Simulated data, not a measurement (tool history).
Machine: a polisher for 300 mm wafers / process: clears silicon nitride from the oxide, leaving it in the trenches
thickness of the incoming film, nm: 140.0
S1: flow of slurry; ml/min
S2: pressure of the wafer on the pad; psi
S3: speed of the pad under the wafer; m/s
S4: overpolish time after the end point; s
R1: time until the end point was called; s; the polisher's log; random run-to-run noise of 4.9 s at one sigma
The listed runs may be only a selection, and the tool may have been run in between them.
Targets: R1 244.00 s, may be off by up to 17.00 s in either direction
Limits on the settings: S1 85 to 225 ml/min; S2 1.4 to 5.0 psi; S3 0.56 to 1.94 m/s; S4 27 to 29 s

run  hour   S1   S2    S3  S4      R1
  1   0.0  145  3.2  1.24  27  126.53
  2   4.6  145  2.7  1.20  27  159.11
  3  12.8  145  2.7  1.46  27  127.27
  4  13.9  145  2.7  1.46  27  122.74
  5  18.4  145  2.3  1.38  27  149.28
  6  24.1  145  2.0  1.30  27  182.46
  7  25.4  145  1.8  1.28  27  201.00
  8  33.4  145  1.7  1.26  27  215.59

Which single option among these 5 for the next run brings every result within its allowed miss of target? Just one does.
  A  41.4  140  2.0  1.10  27   ?
  B  41.4  165  2.1  0.78  29   ?
  C  41.4   90  2.0  1.26  29   ?
  D  41.4  145  1.4  1.32  27   ?
  E  41.4  155  1.8  1.24  27   ?

move      R1
   A  213.14
   B  276.26
   C  204.95
   D  236.64
   E  203.21
A: its largest miss is bigger than the last run's
B: pushes the last run's worst result past its target
C: its largest miss is bigger than the last run's
D: in spec on every target
E: its largest miss is bigger than the last run's
The move that meets every target is D.
